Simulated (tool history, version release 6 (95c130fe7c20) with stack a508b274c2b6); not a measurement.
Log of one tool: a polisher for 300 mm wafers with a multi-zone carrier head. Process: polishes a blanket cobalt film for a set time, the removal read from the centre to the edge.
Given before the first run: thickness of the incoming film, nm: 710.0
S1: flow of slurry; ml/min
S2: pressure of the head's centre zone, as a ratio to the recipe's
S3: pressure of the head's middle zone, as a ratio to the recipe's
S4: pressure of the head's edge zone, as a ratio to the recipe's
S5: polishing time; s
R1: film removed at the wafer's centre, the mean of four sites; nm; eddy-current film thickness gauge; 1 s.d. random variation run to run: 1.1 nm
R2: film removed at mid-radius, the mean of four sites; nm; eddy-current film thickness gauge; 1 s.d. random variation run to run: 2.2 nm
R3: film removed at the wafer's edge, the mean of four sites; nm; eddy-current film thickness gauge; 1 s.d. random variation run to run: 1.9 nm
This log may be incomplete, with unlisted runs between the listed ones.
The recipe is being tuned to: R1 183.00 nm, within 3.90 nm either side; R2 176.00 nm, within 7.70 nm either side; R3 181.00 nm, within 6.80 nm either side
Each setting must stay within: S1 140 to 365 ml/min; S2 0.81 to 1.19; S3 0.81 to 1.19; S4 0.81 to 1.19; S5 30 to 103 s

Run 1, day 0.000: S1 235 ml/min, S2 1.00, S3 1.00, S4 1.00, S5 66 s. Result: R1 215.08 nm, R2 211.04 nm, R3 209.34 nm.
Run 2, day 0.138: S1 225 ml/min, S2 0.98, S3 0.97, S4 0.97, S5 65 s. Result: R1 206.63 nm, R2 204.67 nm, R3 209.11 nm.
Run 3, day 0.238: S1 225 ml/min, S2 0.98, S3 0.97, S4 1.00, S5 65 s. Result: R1 208.50 nm, R2 199.81 nm, R3 211.99 nm.
Run 4, day 0.429: S1 225 ml/min, S2 0.98, S3 0.96, S4 0.98, S5 63 s. Result: R1 198.39 nm, R2 195.54 nm, R3 204.90 nm.
Run 5, day 0.796: S1 225 ml/min, S2 0.99, S3 0.96, S4 0.97, S5 61 s. Result: R1 198.14 nm, R2 192.16 nm, R3 196.34 nm.
Run 6, day 1.133: S1 220 ml/min, S2 0.99, S3 0.95, S4 0.96, S5 60 s. Result: R1 193.43 nm, R2 183.63 nm, R3 188.31 nm.
Run 7, day 1.338: S1 210 ml/min, S2 0.99, S3 0.95, S4 0.95, S5 60 s. Result: R1 192.46 nm, R2 181.12 nm, R3 188.13 nm.
Run 8, day 1.558: S1 200 ml/min, S2 0.98, S3 0.95, S4 0.94, S5 60 s. Result: R1 188.74 nm, R2 178.50 nm, R3 184.60 nm.
Run 9, day 1.646: S1 195 ml/min, S2 0.98, S3 0.95, S4 0.94, S5 60 s. Result: R1 188.24 nm, R2 180.83 nm, R3 188.52 nm.
Run 10, day 1.875: S1 190 ml/min, S2 0.98, S3 0.95, S4 0.93, S5 60 s. Result: R1 185.89 nm, R2 180.51 nm, R3 183.45 nm.

Below are 4 possible settings for the next run. Only one of them brings all results inside the allowed miss of their targets. Which is it?
Run A, day 2.104: S1 230 ml/min, S2 0.97, S3 1.06, S4 0.92, S5 58 s. Result: R1 ?, R2 ?, R3 ?.
Run B, day 2.104: S1 215 ml/min, S2 1.04, S3 0.90, S4 0.95, S5 58 s. Result: R1 ?, R2 ?, R3 ?.
Run C, day 2.104: S1 150 ml/min, S2 1.00, S3 0.98, S4 0.96, S5 59 s. Result: R1 ?, R2 ?, R3 ?.
Run D, day 2.104: S1 185 ml/min, S2 1.03, S3 0.95, S4 0.92, S5 60 s. Result: R1 ?, R2 ?, R3 ?.

move      R1      R2      R3
   A  183.06  194.39  181.90
   B  194.72  168.21  183.86
   C  182.37  176.77  182.35
   D  196.12  179.25  185.37
A: puts the biggest miss on target and leaves a different result outside tolerance
B: its largest miss is bigger than the last run's
C: meets every target
D: its largest miss is bigger than the last run's
C is the move that brings every result within its allowed miss.

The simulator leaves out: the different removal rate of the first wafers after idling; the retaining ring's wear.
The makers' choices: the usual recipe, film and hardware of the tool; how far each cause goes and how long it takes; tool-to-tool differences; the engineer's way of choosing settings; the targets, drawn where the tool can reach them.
